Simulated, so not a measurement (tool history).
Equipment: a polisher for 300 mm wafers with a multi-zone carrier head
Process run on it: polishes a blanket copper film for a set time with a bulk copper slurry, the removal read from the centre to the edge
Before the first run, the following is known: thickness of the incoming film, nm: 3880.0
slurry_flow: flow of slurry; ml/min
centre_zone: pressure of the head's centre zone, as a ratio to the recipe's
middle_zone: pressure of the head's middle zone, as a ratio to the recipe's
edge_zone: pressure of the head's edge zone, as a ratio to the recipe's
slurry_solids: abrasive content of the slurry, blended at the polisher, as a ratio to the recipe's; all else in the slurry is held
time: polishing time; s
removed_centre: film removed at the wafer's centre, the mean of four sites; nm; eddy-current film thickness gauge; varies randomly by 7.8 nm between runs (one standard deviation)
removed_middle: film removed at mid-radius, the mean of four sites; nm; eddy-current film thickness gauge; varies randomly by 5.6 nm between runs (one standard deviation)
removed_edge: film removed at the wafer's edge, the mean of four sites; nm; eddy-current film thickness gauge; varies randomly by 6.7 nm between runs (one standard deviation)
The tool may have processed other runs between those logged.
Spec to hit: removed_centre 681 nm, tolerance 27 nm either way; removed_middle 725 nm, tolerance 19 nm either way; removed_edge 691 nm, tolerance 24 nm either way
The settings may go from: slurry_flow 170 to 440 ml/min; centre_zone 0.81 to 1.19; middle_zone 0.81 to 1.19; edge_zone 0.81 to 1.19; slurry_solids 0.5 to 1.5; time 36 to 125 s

| run | day | slurry_flow | centre_zone | middle_zone | edge_zone | slurry_solids | time | removed_centre | removed_middle | removed_edge |
|---|---|---|---|---|---|---|---|---|---|---|
| 1 | 0 | 280 | 1 | 1 | 1 | 1 | 80 | 411.41 | 448.42 | 458.82 |
| 2 | 0.35 | 280 | 1 | 1 | 1 | 1.2 | 80 | 435.74 | 471.01 | 484.86 |
| 3 | 0.704 | 280 | 1 | 1 | 1 | 1.3 | 80 | 445.27 | 475.95 | 492.49 |
| 4 | 0.858 | 290 | 1.03 | 1.04 | 1.03 | 1.35 | 84 | 498.09 | 531.53 | 524.8 |
| 5 | 0.933 | 290 | 1.04 | 1.05 | 1.05 | 1.4 | 88 | 510.43 | 565.23 | 568.06 |
| 6 | 1.058 | 290 | 0.96 | 1.05 | 1.05 | 1.4 | 88 | 475.88 | 559.96 | 571.14 |
| 7 | 1.196 | 345 | 1.06 | 1.15 | 1.15 | 1.5 | 100 | 620.77 | 715.66 | 671.14 |
| 8 | 1.508 | 345 | 1.07 | 1.15 | 1.15 | 1.5 | 101 | 637.64 | 721.67 | 683.52 |
| 9 | 1.871 | 345 | 1.08 | 1.15 | 1.15 | 1.5 | 101 | 634.96 | 714.99 | 688.65 |
| 10 | 2.246 | 350 | 1.09 | 1.15 | 1.14 | 1.5 | 101 | 646.34 | 712.09 | 704.37 |

4 candidate next runs follow, results not yet known. Just one meets every target within its allowed miss. Identify it.
| A | 2.621 | 410 | 1.08 | 1.09 | 1.02 | 1.45 | 106 | ? | ? | ? |
| B | 2.621 | 395 | 1.06 | 1.04 | 1.15 | 1.5 | 104 | ? | ? | ? |
| C | 2.621 | 355 | 0.95 | 1.06 | 1.05 | 1.45 | 110 | ? | ? | ? |
| D | 2.621 | 330 | 1.07 | 1.18 | 1.14 | 1.4 | 101 | ? | ? | ? |

| move | removed_centre | removed_middle | removed_edge |
|---|---|---|---|
| A | 681.54 | 720.98 | 694.36 |
| B | 659.7 | 683.69 | 723.12 |
| C | 613.95 | 723.61 | 724.11 |
| D | 627.06 | 717.52 | 679.22 |
A: meets every target
B: puts the biggest miss on target and leaves a different result outside tolerance
C: the biggest miss grows against the last run
D: the biggest miss grows against the last run
Go with A: it meets all targets.
